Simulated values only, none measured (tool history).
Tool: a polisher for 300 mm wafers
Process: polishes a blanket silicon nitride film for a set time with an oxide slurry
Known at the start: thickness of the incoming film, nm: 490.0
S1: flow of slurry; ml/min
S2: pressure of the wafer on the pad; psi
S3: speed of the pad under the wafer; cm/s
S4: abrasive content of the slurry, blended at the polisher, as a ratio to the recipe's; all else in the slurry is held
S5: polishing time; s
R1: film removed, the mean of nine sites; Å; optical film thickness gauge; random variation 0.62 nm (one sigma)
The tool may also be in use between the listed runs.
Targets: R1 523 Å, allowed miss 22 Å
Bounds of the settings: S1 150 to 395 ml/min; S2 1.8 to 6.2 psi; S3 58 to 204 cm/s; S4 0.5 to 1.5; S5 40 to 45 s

{"run": 1, "hour": 0.0, "S1": 250, "S2": 4, "S3": 130, "S4": 1, "S5": 45, "R1": 399.03}
{"run": 2, "hour": 8.1, "S1": 250, "S2": 4.1, "S3": 130, "S4": 1, "S5": 45, "R1": 407.61}
{"run": 3, "hour": 16.1, "S1": 250, "S2": 4.1, "S3": 130, "S4": 0.8, "S5": 45, "R1": 341.14}
{"run": 4, "hour": 19.7, "S1": 250, "S2": 4.1, "S3": 100, "S4": 0.8, "S5": 45, "R1": 278.81}
{"run": 5, "hour": 21.6, "S1": 250, "S2": 4.3, "S3": 102, "S4": 0.8, "S5": 45, "R1": 300.58}
{"run": 6, "hour": 25.5, "S1": 250, "S2": 4.3, "S3": 102, "S4": 0.8, "S5": 45, "R1": 293.36}
{"run": 7, "hour": 33.2, "S1": 250, "S2": 4.5, "S3": 104, "S4": 0.8, "S5": 45, "R1": 312.78}
{"run": 8, "hour": 41.2, "S1": 250, "S2": 5.6, "S3": 120, "S4": 0.8, "S5": 45, "R1": 435.82}
{"run": 9, "hour": 43.9, "S1": 250, "S2": 5.7, "S3": 120, "S4": 0.8, "S5": 45, "R1": 441.62}
{"run": 10, "hour": 46.2, "S1": 250, "S2": 5.8, "S3": 122, "S4": 0.8, "S5": 45, "R1": 452.32}
{"run": 11, "hour": 47.6, "S1": 250, "S2": 5.8, "S3": 124, "S4": 0.8, "S5": 45, "R1": 466.41}
{"run": 12, "hour": 48.4, "S1": 250, "S2": 6, "S3": 126, "S4": 0.8, "S5": 45, "R1": 483.82}

Which of these 5 next moves meets every target?
{"run": "A", "hour": 49.2, "S1": 220, "S2": 6.1, "S3": 170, "S4": 0.75, "S5": 45, "R1": "?"}
{"run": "B", "hour": 49.2, "S1": 150, "S2": 6.2, "S3": 146, "S4": 0.9, "S5": 45, "R1": "?"}
{"run": "C", "hour": 49.2, "S1": 255, "S2": 6, "S3": 130, "S4": 0.85, "S5": 45, "R1": "?"}
{"run": "D", "hour": 49.2, "S1": 310, "S2": 5.8, "S3": 140, "S4": 0.75, "S5": 40, "R1": "?"}
{"run": "E", "hour": 49.2, "S1": 235, "S2": 5.8, "S3": 130, "S4": 1.05, "S5": 45, "R1": "?"}

move=A R1=594.41
move=B R1=577.98
move=C R1=532.14
move=D R1=447.35
move=E R1=587.07
A: takes the result that was furthest off past its target
B: takes the result that was furthest off past its target
C: meets every target
D: further off than the last run
E: takes the result that was furthest off past its target
Answer: C
